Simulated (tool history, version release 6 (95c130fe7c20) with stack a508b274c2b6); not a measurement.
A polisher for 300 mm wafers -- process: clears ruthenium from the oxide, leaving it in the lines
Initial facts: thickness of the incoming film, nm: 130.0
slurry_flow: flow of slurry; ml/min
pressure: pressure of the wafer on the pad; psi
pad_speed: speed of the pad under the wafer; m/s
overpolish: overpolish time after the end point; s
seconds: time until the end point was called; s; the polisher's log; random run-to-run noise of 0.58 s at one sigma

run 1 hour=0.0 | slurry_flow=270 pressure=1.8 pad_speed=1.26 overpolish=19 | seconds=92.129
run 2 hour=6.0 | slurry_flow=295 pressure=1.8 pad_speed=1.26 overpolish=19 | seconds=92.451
run 3 hour=7.0 | slurry_flow=295 pressure=1.8 pad_speed=1.26 overpolish=19 | seconds=91.964
run 4 hour=10.6 | slurry_flow=295 pressure=1.8 pad_speed=1.50 overpolish=19 | seconds=75.453
run 5 hour=17.0 | slurry_flow=295 pressure=1.6 pad_speed=1.50 overpolish=19 | seconds=83.843
run 6 hour=25.2 | slurry_flow=295 pressure=1.7 pad_speed=1.50 overpolish=19 | seconds=81.089
run 7 hour=32.3 | slurry_flow=295 pressure=1.8 pad_speed=1.50 overpolish=19 | seconds=78.139
run 8 hour=35.0 | slurry_flow=295 pressure=1.9 pad_speed=1.50 overpolish=19 | seconds=72.958
run 9 hour=42.0 | slurry_flow=295 pressure=2.0 pad_speed=1.50 overpolish=19 | seconds=70.522
run 10 hour=44.9 | slurry_flow=295 pressure=2.1 pad_speed=1.50 overpolish=19 | seconds=65.701

Run 11 has not been measured yet. What should we expect?
run 11 hour=51.7 | slurry_flow=295 pressure=2.2 pad_speed=1.50 overpolish=19 | seconds=?

seconds: 64.944 s
